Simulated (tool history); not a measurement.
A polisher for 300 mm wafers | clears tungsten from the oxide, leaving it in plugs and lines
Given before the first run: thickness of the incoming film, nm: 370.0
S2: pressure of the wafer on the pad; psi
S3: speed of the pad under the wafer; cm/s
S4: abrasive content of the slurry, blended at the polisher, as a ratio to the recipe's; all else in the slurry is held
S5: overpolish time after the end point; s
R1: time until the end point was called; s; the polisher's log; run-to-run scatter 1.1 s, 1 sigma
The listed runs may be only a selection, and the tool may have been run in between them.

run 1 hour=0 | flow_of_slurry_(ml/min)=195 S2=3.7 S3=108 S4=1 S5=9 | R1=72.835
run 2 hour=4.9 | flow_of_slurry_(ml/min)=195 S2=3.5 S3=108 S4=1 S5=9 | R1=75.576
run 3 hour=6.3 | flow_of_slurry_(ml/min)=195 S2=3.3 S3=108 S4=1 S5=9 | R1=82.058
run 4 hour=7.1 | flow_of_slurry_(ml/min)=195 S2=3.2 S3=108 S4=1 S5=9 | R1=82.454
run 5 hour=8.2 | flow_of_slurry_(ml/min)=195 S2=3.1 S3=108 S4=1 S5=9 | R1=86.254
run 6 hour=9.3 | flow_of_slurry_(ml/min)=235 S2=3.1 S3=108 S4=1 S5=9 | R1=84.058

Run 7 has not been measured yet. What should we expect?
run 7 hour=10.1 | flow_of_slurry_(ml/min)=235 S2=3 S3=108 S4=1 S5=9 | R1=?

{"run 7": {"R1": 85.193}}
